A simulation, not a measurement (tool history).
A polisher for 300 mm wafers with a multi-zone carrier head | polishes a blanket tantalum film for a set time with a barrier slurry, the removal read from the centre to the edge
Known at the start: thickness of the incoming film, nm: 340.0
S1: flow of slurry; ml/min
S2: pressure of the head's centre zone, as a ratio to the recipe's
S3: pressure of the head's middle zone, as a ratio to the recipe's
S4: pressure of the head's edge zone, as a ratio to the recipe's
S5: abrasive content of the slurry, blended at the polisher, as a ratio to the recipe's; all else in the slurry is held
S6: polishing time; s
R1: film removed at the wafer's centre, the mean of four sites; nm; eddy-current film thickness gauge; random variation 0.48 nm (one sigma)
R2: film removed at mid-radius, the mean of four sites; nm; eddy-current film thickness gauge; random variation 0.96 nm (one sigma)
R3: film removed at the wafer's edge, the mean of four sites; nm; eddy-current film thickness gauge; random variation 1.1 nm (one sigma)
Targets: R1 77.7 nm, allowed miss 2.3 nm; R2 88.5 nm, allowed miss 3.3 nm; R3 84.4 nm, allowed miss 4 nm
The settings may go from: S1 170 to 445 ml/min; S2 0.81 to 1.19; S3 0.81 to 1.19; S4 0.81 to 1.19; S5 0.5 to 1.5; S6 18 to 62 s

| run | hour | S1 | S2 | S3 | S4 | S5 | S6 | R1 | R2 | R3 |
|---|---|---|---|---|---|---|---|---|---|---|
| 1 | 0 | 285 | 1 | 1 | 1 | 1 | 40 | 87.311 | 88.403 | 86.517 |
| 2 | 6.1 | 285 | 1 | 0.96 | 1 | 1 | 40 | 87.259 | 87.539 | 86.666 |
| 3 | 8.3 | 285 | 1 | 0.96 | 1 | 1.15 | 40 | 90.006 | 88.725 | 87.295 |
| 4 | 8.8 | 285 | 1 | 0.96 | 1 | 1.15 | 48 | 106.29 | 104.46 | 104.77 |
| 5 | 16.4 | 285 | 1 | 0.96 | 1 | 1.15 | 53 | 119.23 | 116.37 | 114.87 |
| 6 | 17.7 | 280 | 0.96 | 0.95 | 0.96 | 1 | 51 | 107.08 | 109.39 | 108.35 |
| 7 | 22.7 | 280 | 0.94 | 0.96 | 0.94 | 0.9 | 49 | 100.2 | 105.38 | 100.81 |
| 8 | 28.5 | 275 | 0.91 | 0.95 | 0.93 | 0.8 | 48 | 92.337 | 96.894 | 94.409 |
| 9 | 37.4 | 270 | 0.88 | 0.95 | 0.92 | 0.75 | 48 | 88.116 | 96.574 | 95.102 |
| 10 | 44.2 | 280 | 0.87 | 0.97 | 0.86 | 0.5 | 45 | 76.693 | 86.308 | 77.434 |

Which of these 5 next moves meets every target?
| A | 51 | 275 | 0.95 | 1.11 | 0.81 | 0.5 | 41 | ? | ? | ? |
| B | 51 | 335 | 0.83 | 0.92 | 0.84 | 0.55 | 46 | ? | ? | ? |
| C | 51 | 335 | 0.95 | 1.05 | 0.81 | 0.5 | 41 | ? | ? | ? |
| D | 51 | 340 | 0.88 | 0.97 | 0.83 | 0.5 | 44 | ? | ? | ? |
| E | 51 | 260 | 0.99 | 1 | 0.83 | 0.6 | 40 | ? | ? | ? |

| move | R1 | R2 | R3 |
|---|---|---|---|
| A | 76.513 | 86.45 | 70.121 |
| B | 79.697 | 88.781 | 82.73 |
| C | 78.249 | 84.935 | 71.273 |
| D | 78.828 | 86.558 | 77.442 |
| E | 79.217 | 80.581 | 71.142 |
A: further off than the last run
B: meets every target
C: further off than the last run
D: as far off as the last run
E: further off than the last run
The right move is B.

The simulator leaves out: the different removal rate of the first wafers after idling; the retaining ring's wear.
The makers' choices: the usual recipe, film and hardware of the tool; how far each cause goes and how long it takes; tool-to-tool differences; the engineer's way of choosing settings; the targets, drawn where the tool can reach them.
